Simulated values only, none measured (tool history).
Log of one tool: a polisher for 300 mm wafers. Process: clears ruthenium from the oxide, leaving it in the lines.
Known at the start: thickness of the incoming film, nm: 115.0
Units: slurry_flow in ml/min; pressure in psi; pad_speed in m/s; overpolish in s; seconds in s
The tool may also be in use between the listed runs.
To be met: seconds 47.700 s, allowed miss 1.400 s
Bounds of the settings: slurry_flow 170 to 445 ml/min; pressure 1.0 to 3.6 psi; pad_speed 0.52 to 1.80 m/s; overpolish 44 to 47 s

Run 1, hour 0.0: slurry_flow 285 ml/min, pressure 2.3 psi, pad_speed 1.16 m/s, overpolish 44 s. Result: seconds 76.735 s.
Run 2, hour 2.6: slurry_flow 285 ml/min, pressure 2.6 psi, pad_speed 1.16 m/s, overpolish 44 s. Result: seconds 69.306 s.
Run 3, hour 5.0: slurry_flow 285 ml/min, pressure 2.6 psi, pad_speed 1.00 m/s, overpolish 44 s. Result: seconds 79.427 s.
Run 4, hour 11.7: slurry_flow 285 ml/min, pressure 2.9 psi, pad_speed 1.04 m/s, overpolish 44 s. Result: seconds 69.239 s.
Run 5, hour 19.7: slurry_flow 285 ml/min, pressure 2.9 psi, pad_speed 0.88 m/s, overpolish 44 s. Result: seconds 80.937 s.
Run 6, hour 26.9: slurry_flow 350 ml/min, pressure 2.9 psi, pad_speed 0.88 m/s, overpolish 44 s. Result: seconds 79.550 s.
Run 7, hour 35.9: slurry_flow 350 ml/min, pressure 3.1 psi, pad_speed 0.96 m/s, overpolish 44 s. Result: seconds 68.244 s.
Run 8, hour 43.6: slurry_flow 350 ml/min, pressure 3.2 psi, pad_speed 1.00 m/s, overpolish 44 s. Result: seconds 63.937 s.
Run 9, hour 49.6: slurry_flow 350 ml/min, pressure 3.3 psi, pad_speed 1.04 m/s, overpolish 44 s. Result: seconds 59.912 s.
Run 10, hour 50.5: slurry_flow 350 ml/min, pressure 3.4 psi, pad_speed 1.08 m/s, overpolish 44 s. Result: seconds 55.867 s.
Run 11, hour 56.3: slurry_flow 350 ml/min, pressure 3.5 psi, pad_speed 1.10 m/s, overpolish 44 s. Result: seconds 53.716 s.
Run 12, hour 58.1: slurry_flow 350 ml/min, pressure 3.5 psi, pad_speed 1.12 m/s, overpolish 44 s. Result: seconds 52.250 s.
Run 13, hour 66.9: slurry_flow 350 ml/min, pressure 3.5 psi, pad_speed 1.14 m/s, overpolish 44 s. Result: seconds 51.994 s.

5 next moves are on the table. One of them brings every result within its allowed miss. Which?
Run A, hour 75.7: slurry_flow 350 ml/min, pressure 3.1 psi, pad_speed 1.28 m/s, overpolish 47 s. Result: seconds ?.
Run B, hour 75.7: slurry_flow 435 ml/min, pressure 3.4 psi, pad_speed 1.16 m/s, overpolish 44 s. Result: seconds ?.
Run C, hour 75.7: slurry_flow 320 ml/min, pressure 3.6 psi, pad_speed 1.22 m/s, overpolish 45 s. Result: seconds ?.
Run D, hour 75.7: slurry_flow 305 ml/min, pressure 3.6 psi, pad_speed 1.12 m/s, overpolish 47 s. Result: seconds ?.
Run E, hour 75.7: slurry_flow 355 ml/min, pressure 3.6 psi, pad_speed 1.28 m/s, overpolish 45 s. Result: seconds ?.

move  seconds
   A   52.081
   B   51.629
   C   47.441
   D   51.731
   E   44.944
A: as far off as the last run
B: nearer than the last run, and not there yet
C: meets every target
D: nearer than the last run, and not there yet
E: takes the result that was furthest off past its target
Move C is the one to make.
